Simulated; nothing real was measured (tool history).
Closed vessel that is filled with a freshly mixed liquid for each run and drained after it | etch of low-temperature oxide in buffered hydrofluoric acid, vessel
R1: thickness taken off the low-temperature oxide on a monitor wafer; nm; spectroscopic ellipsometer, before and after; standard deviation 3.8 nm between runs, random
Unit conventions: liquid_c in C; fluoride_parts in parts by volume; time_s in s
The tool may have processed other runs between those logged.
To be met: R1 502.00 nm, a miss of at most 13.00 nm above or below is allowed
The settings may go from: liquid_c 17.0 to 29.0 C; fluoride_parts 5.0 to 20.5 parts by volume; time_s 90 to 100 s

{"run": 1, "hour": 0.0, "liquid_c": 21.0, "fluoride_parts": 12.5, "time_s": 90, "R1": 271.19}
{"run": 2, "hour": 9.1, "liquid_c": 21.0, "fluoride_parts": 14.5, "time_s": 90, "R1": 232.15}
{"run": 3, "hour": 12.5, "liquid_c": 18.5, "fluoride_parts": 14.5, "time_s": 90, "R1": 203.77}
{"run": 4, "hour": 14.3, "liquid_c": 20.5, "fluoride_parts": 14.5, "time_s": 90, "R1": 227.52}
{"run": 5, "hour": 18.8, "liquid_c": 20.5, "fluoride_parts": 14.5, "time_s": 100, "R1": 257.63}
{"run": 6, "hour": 24.2, "liquid_c": 20.5, "fluoride_parts": 12.0, "time_s": 100, "R1": 305.31}
{"run": 7, "hour": 30.2, "liquid_c": 24.5, "fluoride_parts": 11.5, "time_s": 100, "R1": 396.9}
{"run": 8, "hour": 33.9, "liquid_c": 25.5, "fluoride_parts": 11.5, "time_s": 100, "R1": 423.02}
{"run": 9, "hour": 36.2, "liquid_c": 26.5, "fluoride_parts": 11.5, "time_s": 100, "R1": 446.8}

Pick the move, out of 4, that brings all results within their allowed miss; only one does.
{"run": "A", "hour": 38.5, "liquid_c": 26.5, "fluoride_parts": 9.5, "time_s": 95, "R1": "?"}
{"run": "B", "hour": 38.5, "liquid_c": 26.0, "fluoride_parts": 9.0, "time_s": 90, "R1": "?"}
{"run": "C", "hour": 38.5, "liquid_c": 27.5, "fluoride_parts": 11.0, "time_s": 95, "R1": "?"}
{"run": "D", "hour": 38.5, "liquid_c": 22.5, "fluoride_parts": 7.5, "time_s": 90, "R1": "?"}

move=A R1=494.25
move=B R1=471.57
move=C R1=460.13
move=D R1=474.96
A: every result lands within tolerance
B: moves toward the targets from the last run without getting all of them in spec
C: moves toward the targets from the last run without getting all of them in spec
D: moves toward the targets from the last run without getting all of them in spec
Correct choice: A, which meets every target
